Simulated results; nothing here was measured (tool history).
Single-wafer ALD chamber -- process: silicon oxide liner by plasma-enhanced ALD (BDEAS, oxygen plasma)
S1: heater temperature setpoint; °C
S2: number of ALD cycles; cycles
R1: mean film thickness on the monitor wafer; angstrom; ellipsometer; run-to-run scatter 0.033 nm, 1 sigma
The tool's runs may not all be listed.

run,hour,S1,S2,R1
1,0,325,80,74.612
2,5.7,333,80,73.813
3,14,332,82,75.248
4,19.7,324,82,76.546
5,21.1,323,84,78.829
6,23.2,322,85,79.531

Expected results for the next run?
7,32.1,321,86,?

{"run 7": {"R1": 81.386}}
